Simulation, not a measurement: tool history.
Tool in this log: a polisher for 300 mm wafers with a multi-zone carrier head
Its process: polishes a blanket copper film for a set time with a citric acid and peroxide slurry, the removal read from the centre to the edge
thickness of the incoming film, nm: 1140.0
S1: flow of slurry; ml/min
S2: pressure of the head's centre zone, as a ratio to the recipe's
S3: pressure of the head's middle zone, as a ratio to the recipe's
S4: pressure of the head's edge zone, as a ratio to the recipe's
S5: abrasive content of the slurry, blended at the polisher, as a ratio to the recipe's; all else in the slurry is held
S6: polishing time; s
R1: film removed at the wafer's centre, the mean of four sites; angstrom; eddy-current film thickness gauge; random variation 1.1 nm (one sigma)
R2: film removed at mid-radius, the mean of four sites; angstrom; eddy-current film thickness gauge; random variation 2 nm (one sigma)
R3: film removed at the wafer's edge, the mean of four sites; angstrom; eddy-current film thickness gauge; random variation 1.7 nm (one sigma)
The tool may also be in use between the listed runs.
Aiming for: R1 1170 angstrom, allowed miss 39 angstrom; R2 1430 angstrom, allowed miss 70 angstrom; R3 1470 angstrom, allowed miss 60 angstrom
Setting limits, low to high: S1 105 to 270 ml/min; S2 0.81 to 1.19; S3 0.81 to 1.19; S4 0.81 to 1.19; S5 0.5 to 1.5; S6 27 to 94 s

run 1 hour=0 | S1=175 S2=1 S3=1 S4=1 S5=1 S6=60 | R1=1462.8 R2=1498.7 R3=1544.4
run 2 hour=7.2 | S1=175 S2=1 S3=1 S4=1 S5=0.8 S6=60 | R1=1395.1 R2=1461.2 R3=1486.2
run 3 hour=15.6 | S1=175 S2=1 S3=1 S4=1 S5=0.8 S6=49 | R1=1121.7 R2=1154 R3=1195.5
run 4 hour=23.2 | S1=180 S2=0.98 S3=1.02 S4=1.03 S5=0.85 S6=49 | R1=1148.6 R2=1221.2 R3=1239.9
run 5 hour=24 | S1=180 S2=0.96 S3=1.02 S4=1.06 S5=0.9 S6=49 | R1=1140.7 R2=1232.4 R3=1285.4
run 6 hour=31.8 | S1=185 S2=0.95 S3=1.03 S4=1.08 S5=0.9 S6=49 | R1=1138.9 R2=1219.1 R3=1268
run 7 hour=33.9 | S1=180 S2=0.93 S3=1.04 S4=1.08 S5=1 S6=50 | R1=1171.4 R2=1309.4 R3=1315.6
run 8 hour=42.3 | S1=180 S2=0.91 S3=1.04 S4=1.09 S5=1.05 S6=51 | R1=1178.1 R2=1348.9 R3=1384.5
run 9 hour=48.2 | S1=180 S2=0.9 S3=1.04 S4=1.1 S5=1.05 S6=51 | R1=1167.1 R2=1343.6 R3=1365.3
run 10 hour=53 | S1=180 S2=0.89 S3=1.04 S4=1.11 S5=1.1 S6=51 | R1=1164.9 R2=1370 R3=1396.6
run 11 hour=58.7 | S1=180 S2=0.88 S3=1.04 S4=1.12 S5=1.1 S6=51 | R1=1163.6 R2=1344.4 R3=1393.8
run 12 hour=61.2 | S1=180 S2=0.87 S3=1.04 S4=1.13 S5=1.1 S6=51 | R1=1177.1 R2=1368.6 R3=1405.8
run 13 hour=66.1 | S1=180 S2=0.87 S3=1.04 S4=1.13 S5=1.1 S6=51 | R1=1150 R2=1353 R3=1452.9

Consider the 4 candidate settings below. Which is the only one whose results all fall within their allowed miss of target?
run A hour=71 | S1=135 S2=0.81 S3=0.92 S4=1.19 S5=0.95 S6=55 | R1=? R2=? R3=?
run B hour=71 | S1=165 S2=0.87 S3=0.91 S4=1.19 S5=1.15 S6=52 | R1=? R2=? R3=?
run C hour=71 | S1=180 S2=0.86 S3=1.01 S4=1.17 S5=1.1 S6=49 | R1=? R2=? R3=?
run D hour=71 | S1=175 S2=0.85 S3=1.07 S4=1.13 S5=1.1 S6=53 | R1=? R2=? R3=?

move=A R1=1093.4 R2=1251 R3=1507.4
move=B R1=1171.6 R2=1263.3 R3=1521.2
move=C R1=1099 R2=1277 R3=1416.7
move=D R1=1174.9 R2=1431.3 R3=1500
A: lands further from the targets than the last run did
B: lands further from the targets than the last run did
C: lands further from the targets than the last run did
D: each result inside its tolerance
D meets every target.
